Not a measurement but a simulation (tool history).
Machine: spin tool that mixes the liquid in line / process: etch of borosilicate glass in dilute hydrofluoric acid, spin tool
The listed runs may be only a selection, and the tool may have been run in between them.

run  hour  temperature setpoint of the liquid (K)  parts of water to one part of 49 % hydrofluoric acid (parts by volume)  time under the liquid (s)  thickness taken off the borosilicate glass on a monitor wafer (angstrom)
  1     0                                  298.15                                                                     175                         70                                                                    115.95
  2   8.8                                  298.15                                                                     175                         75                                                                    127.96
  3  16.9                                  298.15                                                                     175                         70                                                                    117.66
  4  25.8                                  299.65                                                                     175                         70                                                                    124.21
  5  33.8                                  299.65                                                                     175                         75                                                                    135.09
  6  40.5                                  301.15                                                                     155                         75                                                                    164.85
  7  47.8                                  302.15                                                                     140                         75                                                                    188.98
  8  54.6                                  303.15                                                                     130                         75                                                                    219.93

Estimate the outcome of run 9 from the log above:
  9  57.4                                  303.15                                                                     130                         75                                                                         ?

{"run 9": {"thickness taken off the borosilicate glass on a monitor wafer (angstrom)": 218.87}}
